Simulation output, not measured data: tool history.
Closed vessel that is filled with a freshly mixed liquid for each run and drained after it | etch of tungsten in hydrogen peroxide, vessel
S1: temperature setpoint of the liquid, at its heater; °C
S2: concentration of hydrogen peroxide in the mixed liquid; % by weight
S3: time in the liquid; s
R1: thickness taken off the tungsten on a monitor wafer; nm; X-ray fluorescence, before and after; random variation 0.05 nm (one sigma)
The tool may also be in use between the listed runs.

run	day	S1	S2	S3	R1
1	0	42	25.5	30	25.442
2	0.15	39.5	25.5	30	21.728
3	0.492	39.5	23.5	30	20.827
4	0.638	44.5	23.5	30	28.663
5	1.008	41.5	23.5	30	23.776
6	1.375	39	23.5	30	20.146

Run 7 comes next. What will it give?
7	1.712	37.5	23.5	30	?

R1: 18.25 nm

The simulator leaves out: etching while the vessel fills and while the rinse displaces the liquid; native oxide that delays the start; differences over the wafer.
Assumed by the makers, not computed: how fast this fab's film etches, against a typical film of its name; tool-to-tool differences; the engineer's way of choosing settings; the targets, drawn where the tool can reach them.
